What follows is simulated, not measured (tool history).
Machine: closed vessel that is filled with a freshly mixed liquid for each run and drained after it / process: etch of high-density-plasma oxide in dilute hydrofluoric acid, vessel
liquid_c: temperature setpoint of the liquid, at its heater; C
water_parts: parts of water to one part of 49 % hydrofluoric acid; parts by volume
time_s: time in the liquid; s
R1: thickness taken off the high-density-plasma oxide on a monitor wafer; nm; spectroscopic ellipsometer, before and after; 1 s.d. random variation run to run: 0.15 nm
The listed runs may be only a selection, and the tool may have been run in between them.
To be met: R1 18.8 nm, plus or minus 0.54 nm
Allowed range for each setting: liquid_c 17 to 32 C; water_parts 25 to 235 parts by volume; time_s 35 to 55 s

{"run": 1, "hour": 0.0, "liquid_c": 24, "water_parts": 130, "time_s": 55, "R1": 4.5094}
{"run": 2, "hour": 8.8, "liquid_c": 26, "water_parts": 130, "time_s": 55, "R1": 4.7867}
{"run": 3, "hour": 13.3, "liquid_c": 27, "water_parts": 115, "time_s": 55, "R1": 5.8539}
{"run": 4, "hour": 22.4, "liquid_c": 27.5, "water_parts": 100, "time_s": 55, "R1": 6.975}
{"run": 5, "hour": 24.9, "liquid_c": 27.5, "water_parts": 100, "time_s": 35, "R1": 4.4659}
{"run": 6, "hour": 27.4, "liquid_c": 27.5, "water_parts": 140, "time_s": 35, "R1": 2.9655}
{"run": 7, "hour": 35.8, "liquid_c": 26.5, "water_parts": 125, "time_s": 35, "R1": 3.3325}
{"run": 8, "hour": 37.7, "liquid_c": 30.5, "water_parts": 75, "time_s": 55, "R1": 10.798}
{"run": 9, "hour": 44.9, "liquid_c": 30.5, "water_parts": 70, "time_s": 55, "R1": 11.61}
{"run": 10, "hour": 51.9, "liquid_c": 30.5, "water_parts": 65, "time_s": 55, "R1": 12.438}
{"run": 11, "hour": 52.8, "liquid_c": 30.5, "water_parts": 60, "time_s": 55, "R1": 13.806}
{"run": 12, "hour": 56.0, "liquid_c": 31.5, "water_parts": 50, "time_s": 55, "R1": 17.523}
{"run": 13, "hour": 59.1, "liquid_c": 32, "water_parts": 50, "time_s": 55, "R1": 17.946}
{"run": 14, "hour": 61.0, "liquid_c": 32, "water_parts": 45, "time_s": 55, "R1": 20.008}
{"run": 15, "hour": 62.1, "liquid_c": 31.5, "water_parts": 45, "time_s": 55, "R1": 19.49}

Below are 4 possible settings for the next run. Only one of them brings all results inside the allowed miss of their targets. Which is it?
{"run": "A", "hour": 63.2, "liquid_c": 32, "water_parts": 30, "time_s": 35, "R1": "?"}
{"run": "B", "hour": 63.2, "liquid_c": 31, "water_parts": 30, "time_s": 35, "R1": "?"}
{"run": "C", "hour": 63.2, "liquid_c": 29, "water_parts": 40, "time_s": 55, "R1": "?"}
{"run": "D", "hour": 63.2, "liquid_c": 32, "water_parts": 45, "time_s": 55, "R1": "?"}

move=A R1=19.511
move=B R1=18.754
move=C R1=20.092
move=D R1=19.941
A: no better and no worse than the last run
B: meets every target
C: further off than the last run
D: further off than the last run
The right move is B.

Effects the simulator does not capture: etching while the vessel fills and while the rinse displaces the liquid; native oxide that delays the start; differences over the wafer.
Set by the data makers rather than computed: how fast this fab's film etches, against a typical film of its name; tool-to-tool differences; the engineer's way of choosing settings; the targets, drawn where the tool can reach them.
